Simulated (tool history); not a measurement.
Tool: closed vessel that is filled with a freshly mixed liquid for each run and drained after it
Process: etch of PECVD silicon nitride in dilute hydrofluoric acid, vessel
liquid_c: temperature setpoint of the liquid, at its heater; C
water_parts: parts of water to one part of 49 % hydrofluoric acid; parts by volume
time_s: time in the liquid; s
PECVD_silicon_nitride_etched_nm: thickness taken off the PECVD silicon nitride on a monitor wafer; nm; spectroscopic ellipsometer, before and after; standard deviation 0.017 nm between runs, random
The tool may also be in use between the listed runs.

run	hour	liquid_c	water_parts	time_s	PECVD_silicon_nitride_etched_nm
1	0	25	225	505	8.7149
2	3.1	27.5	225	505	10.08
3	11.4	30.5	225	505	12.032
4	18.1	27	225	505	9.8174
5	22.7	27	195	505	11.335
6	24	29.5	195	505	13.188
# hour 30.3: thermometer replaced
7	30.3	25.5	285	505	6.4121
8	31.9	24	285	505	5.9017
9	33.2	23	285	505	5.4829
10	33.7	22	285	505	5.1498

Run 11 is up next; what results do you expect?
11	38.2	18.5	285	505	?

Run 11 gave PECVD_silicon_nitride_etched_nm 4.1469 nm.
